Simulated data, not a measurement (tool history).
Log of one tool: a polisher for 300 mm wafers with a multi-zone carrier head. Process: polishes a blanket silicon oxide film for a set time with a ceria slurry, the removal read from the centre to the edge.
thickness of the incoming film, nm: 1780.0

run,hour,flow of slurry (ml/min),pressure of the head's centre zone,pressure of the head's middle zone,pressure of the head's edge zone,polishing time (s),film removed at the wafer's centre (nm),film removed at mid-radius (nm),film removed at the wafer's edge (nm)
1,0.0,150,1.00,1.00,1.00,54,359.92,359.17,353.73
2,6.4,175,1.00,1.00,1.00,54,375.55,370.45,360.80
3,7.1,165,0.97,0.97,0.97,52,339.41,347.84,345.61
4,13.8,165,0.97,1.02,0.97,52,332.37,362.62,343.51
5,16.3,165,1.02,1.02,0.97,52,357.26,359.40,345.41
6,18.5,165,1.02,1.02,0.97,46,317.05,320.69,301.13

The next listed run, before its measurement:
7,22.1,155,1.00,1.00,0.96,45,?,?,?

film removed at the wafer's centre (nm): 294.49
film removed at mid-radius (nm): 304.60
film removed at the wafer's edge (nm): 294.06
